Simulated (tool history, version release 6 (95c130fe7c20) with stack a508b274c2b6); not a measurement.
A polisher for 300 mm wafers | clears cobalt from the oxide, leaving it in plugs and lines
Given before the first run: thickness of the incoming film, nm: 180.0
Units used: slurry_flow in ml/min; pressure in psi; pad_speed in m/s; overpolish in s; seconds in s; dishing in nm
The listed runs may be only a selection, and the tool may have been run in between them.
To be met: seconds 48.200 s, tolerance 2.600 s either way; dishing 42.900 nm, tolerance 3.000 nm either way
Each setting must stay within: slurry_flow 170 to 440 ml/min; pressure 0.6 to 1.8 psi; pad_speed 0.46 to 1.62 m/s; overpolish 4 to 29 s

run,day,slurry_flow,pressure,pad_speed,overpolish,seconds,dishing
1,0.000,280,1.2,1.04,15,60.095,34.518
2,0.125,315,1.2,1.04,15,58.538,35.282
3,0.471,315,1.2,0.92,15,64.683,33.005
4,0.675,315,1.2,0.92,9,64.644,21.450
5,0.921,315,1.2,0.92,13,64.560,28.800
6,1.071,315,1.2,0.72,13,75.448,25.620
7,1.292,315,1.3,0.74,14,73.341,28.244
8,1.346,320,1.4,0.80,14,64.717,30.739
9,1.550,320,1.5,0.84,14,57.584,34.035
10,1.788,320,1.6,0.84,14,55.518,35.415
11,1.967,320,1.7,0.86,14,50.921,36.679
12,2.188,320,1.7,0.86,15,51.347,39.467

Exercise: of the 4 proposed moves below, exactly one satisfies all targets within the stated allowed misses. Which move is it?
A,2.408,355,1.5,0.86,17,?,?
B,2.408,205,1.6,1.00,12,?,?
C,2.408,320,1.7,0.92,16,?,?
D,2.408,355,1.7,0.72,18,?,?

move,seconds,dishing
A,56.230,38.640
B,50.198,32.245
C,48.735,41.004
D,57.723,39.540
A: the biggest miss grows against the last run
B: brings the last run's worst result on target, with another outside its allowed miss
C: every result lands within tolerance
D: the biggest miss grows against the last run
C is the move that brings every result within its allowed miss.

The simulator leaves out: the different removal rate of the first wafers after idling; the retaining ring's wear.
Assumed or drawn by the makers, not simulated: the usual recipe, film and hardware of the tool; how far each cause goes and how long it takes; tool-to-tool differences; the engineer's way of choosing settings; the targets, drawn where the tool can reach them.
